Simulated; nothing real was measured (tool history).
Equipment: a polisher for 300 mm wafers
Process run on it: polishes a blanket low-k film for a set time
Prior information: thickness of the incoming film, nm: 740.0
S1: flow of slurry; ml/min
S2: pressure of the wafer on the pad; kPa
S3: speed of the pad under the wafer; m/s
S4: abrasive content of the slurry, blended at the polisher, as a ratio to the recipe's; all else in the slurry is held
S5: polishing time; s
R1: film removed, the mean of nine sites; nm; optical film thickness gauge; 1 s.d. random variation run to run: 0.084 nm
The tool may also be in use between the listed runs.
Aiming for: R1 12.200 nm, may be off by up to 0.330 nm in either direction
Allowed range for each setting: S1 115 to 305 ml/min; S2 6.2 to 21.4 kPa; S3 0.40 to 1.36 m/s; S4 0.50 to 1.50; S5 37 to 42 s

run	hour	S1	S2	S3	S4	S5	R1
1	0.0	195	13.8	0.88	1.00	42	19.405
2	6.6	190	11.7	0.88	1.00	42	16.423
3	9.9	190	11.7	0.88	1.15	42	17.267
4	18.4	180	10.3	0.88	1.15	42	15.162
5	24.1	170	9.7	0.88	1.15	42	14.302
6	25.6	160	9.0	0.88	1.15	42	13.250
7	32.0	150	9.0	0.88	1.15	42	13.166
8	37.9	145	9.0	0.88	1.15	42	13.142
9	42.2	140	9.0	0.88	1.15	42	13.034
10	46.6	135	9.0	0.88	1.15	42	13.068

Which one of the following 5 next-run settings gets every result inside its allowed miss? There is exactly one.
A	51.0	115	10.3	0.82	1.20	38	?
B	51.0	115	11.7	0.56	1.15	42	?
C	51.0	140	9.0	0.86	1.15	40	?
D	51.0	120	9.0	0.92	1.20	42	?
E	51.0	170	7.6	1.04	1.25	42	?

move	R1
A	12.906
B	12.839
C	12.234
D	13.373
E	12.927
A: nearer than the last run, and not there yet
B: nearer than the last run, and not there yet
C: each result inside its tolerance
D: further off than the last run
E: nearer than the last run, and not there yet
C meets every target.

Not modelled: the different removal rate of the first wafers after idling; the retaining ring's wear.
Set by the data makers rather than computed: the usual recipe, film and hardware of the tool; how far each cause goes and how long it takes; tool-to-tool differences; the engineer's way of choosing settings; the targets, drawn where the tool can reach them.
